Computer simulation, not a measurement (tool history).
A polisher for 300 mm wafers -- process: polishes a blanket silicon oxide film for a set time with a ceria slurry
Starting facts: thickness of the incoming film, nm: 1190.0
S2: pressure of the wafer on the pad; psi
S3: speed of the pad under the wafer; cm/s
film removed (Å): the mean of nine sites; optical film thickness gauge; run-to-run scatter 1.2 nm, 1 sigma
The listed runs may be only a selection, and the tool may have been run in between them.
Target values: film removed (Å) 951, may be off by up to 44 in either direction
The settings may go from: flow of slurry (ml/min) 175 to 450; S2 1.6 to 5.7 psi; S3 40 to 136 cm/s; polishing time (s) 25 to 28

Run 1, hour 0: flow of slurry (ml/min) 290, S2 3.6 psi, S3 88 cm/s, polishing time (s) 28. Result: film removed (Å) 1400.6.
Run 2, hour 1.2: flow of slurry (ml/min) 290, S2 2.9 psi, S3 88 cm/s, polishing time (s) 28. Result: film removed (Å) 1178.9.
Run 3, hour 5.9: flow of slurry (ml/min) 340, S2 2.9 psi, S3 88 cm/s, polishing time (s) 28. Result: film removed (Å) 1169.1.
Run 4, hour 7.3: flow of slurry (ml/min) 340, S2 2.9 psi, S3 96 cm/s, polishing time (s) 28. Result: film removed (Å) 1301.2.
Run 5, hour 14.7: flow of slurry (ml/min) 340, S2 2.6 psi, S3 96 cm/s, polishing time (s) 28. Result: film removed (Å) 1167.9.
Run 6, hour 17.2: flow of slurry (ml/min) 380, S2 2.6 psi, S3 96 cm/s, polishing time (s) 28. Result: film removed (Å) 1190.8.
Run 7, hour 22.4: flow of slurry (ml/min) 380, S2 2.6 psi, S3 96 cm/s, polishing time (s) 28. Result: film removed (Å) 1182.4.
Run 8, hour 25.1: flow of slurry (ml/min) 380, S2 2.4 psi, S3 96 cm/s, polishing time (s) 28. Result: film removed (Å) 1115.3.
Run 9, hour 30.3: flow of slurry (ml/min) 380, S2 2.2 psi, S3 96 cm/s, polishing time (s) 28. Result: film removed (Å) 1021.9.
Run 10, hour 37.9: flow of slurry (ml/min) 380, S2 2.2 psi, S3 96 cm/s, polishing time (s) 28. Result: film removed (Å) 1002.

Which of these 5 next moves meets every target?
Run A, hour 45.5: flow of slurry (ml/min) 415, S2 2.8 psi, S3 72 cm/s, polishing time (s) 28. Result: film removed (Å) ?.
Run B, hour 45.5: flow of slurry (ml/min) 450, S2 3.1 psi, S3 70 cm/s, polishing time (s) 28. Result: film removed (Å) ?.
Run C, hour 45.5: flow of slurry (ml/min) 415, S2 2.3 psi, S3 94 cm/s, polishing time (s) 28. Result: film removed (Å) ?.
Run D, hour 45.5: flow of slurry (ml/min) 365, S2 2.3 psi, S3 96 cm/s, polishing time (s) 28. Result: film removed (Å) ?.
Run E, hour 45.5: flow of slurry (ml/min) 415, S2 3 psi, S3 76 cm/s, polishing time (s) 28. Result: film removed (Å) ?.

move  film removed (Å)
   A            967.72
   B            1042.9
   C            1043.5
   D            1053.1
   E            1087.6
A: meets every target
B: moves away from the targets compared with the last run
C: moves away from the targets compared with the last run
D: moves away from the targets compared with the last run
E: moves away from the targets compared with the last run
The move that meets every target is A.
